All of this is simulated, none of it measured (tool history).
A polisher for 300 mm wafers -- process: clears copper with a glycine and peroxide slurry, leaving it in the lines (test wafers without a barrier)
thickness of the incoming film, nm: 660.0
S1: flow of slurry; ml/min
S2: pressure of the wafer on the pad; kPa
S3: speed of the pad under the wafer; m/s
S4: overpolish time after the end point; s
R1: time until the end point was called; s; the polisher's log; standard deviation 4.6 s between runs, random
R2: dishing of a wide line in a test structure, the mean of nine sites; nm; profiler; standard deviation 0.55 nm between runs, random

| run | hour | S1 | S2 | S3 | S4 | R1 | R2 |
|---|---|---|---|---|---|---|---|
| 1 | 0.0 | 265 | 17.9 | 0.88 | 12 | 175.04 | 30.234 |
| 2 | 3.7 | 265 | 17.9 | 0.88 | 15 | 177.26 | 37.001 |
| 3 | 8.3 | 265 | 15.9 | 0.88 | 15 | 196.24 | 33.895 |
| 4 | 15.9 | 225 | 15.9 | 0.88 | 15 | 195.12 | 33.776 |
| 5 | 22.5 | 225 | 15.9 | 1.04 | 15 | 171.08 | 37.495 |
| 6 | 25.5 | 225 | 18.6 | 1.04 | 15 | 155.60 | 40.827 |
| 7 | 30.3 | 225 | 16.5 | 1.02 | 16 | 169.40 | 40.289 |
| 8 | 31.7 | 225 | 15.2 | 1.00 | 17 | 184.28 | 37.935 |

Expected results for the next run?
| 9 | 35.2 | 225 | 14.5 | 0.98 | 18 | ? | ? |

R1: 190.18 s
R2: 39.443 nm

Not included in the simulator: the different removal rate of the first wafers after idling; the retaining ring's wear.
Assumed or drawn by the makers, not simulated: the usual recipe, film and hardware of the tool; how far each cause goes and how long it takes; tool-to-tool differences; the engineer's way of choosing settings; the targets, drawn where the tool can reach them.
